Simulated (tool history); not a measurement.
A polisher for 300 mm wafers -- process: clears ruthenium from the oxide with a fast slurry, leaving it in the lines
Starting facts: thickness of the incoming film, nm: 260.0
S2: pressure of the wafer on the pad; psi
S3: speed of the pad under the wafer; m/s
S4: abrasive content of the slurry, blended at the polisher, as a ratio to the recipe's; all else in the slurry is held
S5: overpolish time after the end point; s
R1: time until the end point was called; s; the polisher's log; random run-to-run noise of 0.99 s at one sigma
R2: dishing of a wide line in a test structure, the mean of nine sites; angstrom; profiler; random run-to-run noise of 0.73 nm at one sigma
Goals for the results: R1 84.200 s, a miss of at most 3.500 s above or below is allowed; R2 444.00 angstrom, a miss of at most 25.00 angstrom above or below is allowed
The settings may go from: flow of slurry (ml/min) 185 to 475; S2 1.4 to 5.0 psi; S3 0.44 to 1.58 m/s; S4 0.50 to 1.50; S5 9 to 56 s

Run 1, hour 0.0: flow of slurry (ml/min) 305, S2 3.2 psi, S3 1.00 m/s, S4 1.00, S5 29 s. Result: R1 63.153 s, R2 866.63 angstrom.
Run 2, hour 5.3: flow of slurry (ml/min) 305, S2 3.1 psi, S3 1.00 m/s, S4 1.00, S5 27 s. Result: R1 64.933 s, R2 829.04 angstrom.
Run 3, hour 9.7: flow of slurry (ml/min) 305, S2 3.0 psi, S3 1.00 m/s, S4 1.00, S5 25 s. Result: R1 66.058 s, R2 767.17 angstrom.
Run 4, hour 13.9: flow of slurry (ml/min) 305, S2 3.0 psi, S3 1.00 m/s, S4 0.85, S5 25 s. Result: R1 73.195 s, R2 688.92 angstrom.
Run 5, hour 22.4: flow of slurry (ml/min) 305, S2 3.0 psi, S3 1.00 m/s, S4 0.85, S5 24 s. Result: R1 73.247 s, R2 676.73 angstrom.
Run 6, hour 26.0: flow of slurry (ml/min) 305, S2 2.6 psi, S3 1.00 m/s, S4 0.85, S5 24 s. Result: R1 80.447 s, R2 618.00 angstrom.
Run 7, hour 34.0: flow of slurry (ml/min) 305, S2 2.6 psi, S3 1.00 m/s, S4 0.85, S5 23 s. Result: R1 80.073 s, R2 594.30 angstrom.
Run 8, hour 38.9: flow of slurry (ml/min) 305, S2 2.6 psi, S3 1.00 m/s, S4 0.85, S5 22 s. Result: R1 78.638 s, R2 573.59 angstrom.
Run 9, hour 42.2: flow of slurry (ml/min) 305, S2 2.3 psi, S3 1.00 m/s, S4 0.85, S5 13 s. Result: R1 87.666 s, R2 336.79 angstrom.
Run 10, hour 43.5: flow of slurry (ml/min) 305, S2 2.5 psi, S3 0.96 m/s, S4 0.85, S5 19 s. Result: R1 84.806 s, R2 486.27 angstrom.

Pick the move, out of 4, that brings all results within their allowed miss; only one does.
Run A, hour 44.8: flow of slurry (ml/min) 325, S2 2.5 psi, S3 0.90 m/s, S4 0.95, S5 20 s. Result: R1 ?, R2 ?.
Run B, hour 44.8: flow of slurry (ml/min) 290, S2 2.6 psi, S3 0.84 m/s, S4 0.95, S5 17 s. Result: R1 ?, R2 ?.
Run C, hour 44.8: flow of slurry (ml/min) 370, S2 3.1 psi, S3 1.00 m/s, S4 0.60, S5 21 s. Result: R1 ?, R2 ?.
Run D, hour 44.8: flow of slurry (ml/min) 295, S2 2.4 psi, S3 0.98 m/s, S4 0.85, S5 21 s. Result: R1 ?, R2 ?.

move      R1      R2
   A  82.029  509.27
   B  84.367  431.48
   C  88.015  499.89
   D  85.557  512.20
A: the biggest miss grows against the last run
B: every result lands within tolerance
C: the biggest miss grows against the last run
D: the biggest miss grows against the last run
The move that meets every target is B.
